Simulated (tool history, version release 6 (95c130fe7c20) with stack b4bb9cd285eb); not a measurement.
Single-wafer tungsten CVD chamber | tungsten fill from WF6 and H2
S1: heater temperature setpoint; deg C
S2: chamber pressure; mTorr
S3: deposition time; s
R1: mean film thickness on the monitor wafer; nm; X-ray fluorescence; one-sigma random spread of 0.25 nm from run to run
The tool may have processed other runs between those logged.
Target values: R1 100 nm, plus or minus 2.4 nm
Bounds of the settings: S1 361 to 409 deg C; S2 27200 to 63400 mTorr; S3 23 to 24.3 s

Run 1, hour 0: S1 385 deg C, S2 45300 mTorr, S3 24.3 s. Result: R1 63.272 nm.
Run 2, hour 8.4: S1 385 deg C, S2 42300 mTorr, S3 24.3 s. Result: R1 61.443 nm.
Run 3, hour 11.5: S1 390 deg C, S2 42800 mTorr, S3 24.3 s. Result: R1 68.86 nm.
Run 4, hour 13.1: S1 394 deg C, S2 43000 mTorr, S3 24.3 s. Result: R1 75.445 nm.
Run 5, hour 13.9: S1 397 deg C, S2 43100 mTorr, S3 24.3 s. Result: R1 80.699 nm.
Run 6, hour 14.9: S1 393 deg C, S2 43100 mTorr, S3 24.3 s. Result: R1 74.164 nm.
Run 7, hour 21.6: S1 396 deg C, S2 43300 mTorr, S3 24.3 s. Result: R1 79.001 nm.
Run 8, hour 29.3: S1 398 deg C, S2 43400 mTorr, S3 24.3 s. Result: R1 82.833 nm.
Run 9, hour 36.4: S1 400 deg C, S2 43500 mTorr, S3 24.3 s. Result: R1 86.076 nm.
Run 10, hour 41.4: S1 409 deg C, S2 44000 mTorr, S3 24.3 s. Result: R1 103.28 nm.

Pick the move, out of 5, that brings all results within their allowed miss; only one does.
Run A, hour 46.4: S1 409 deg C, S2 45500 mTorr, S3 23 s. Result: R1 ?.
Run B, hour 46.4: S1 405 deg C, S2 45000 mTorr, S3 23.2 s. Result: R1 ?.
Run C, hour 46.4: S1 408 deg C, S2 41700 mTorr, S3 23.1 s. Result: R1 ?.
Run D, hour 46.4: S1 403 deg C, S2 47800 mTorr, S3 24.2 s. Result: R1 ?.
Run E, hour 46.4: S1 408 deg C, S2 55800 mTorr, S3 23 s. Result: R1 ?.

move      R1
   A  99.524
   B  92.529
   C  94.436
   D  95.238
   E  106.75
A: all results land within tolerance of their targets
B: takes the result that was furthest off past its target
C: takes the result that was furthest off past its target
D: takes the result that was furthest off past its target
E: the biggest miss grows against the last run
A is the move that brings every result within its allowed miss.
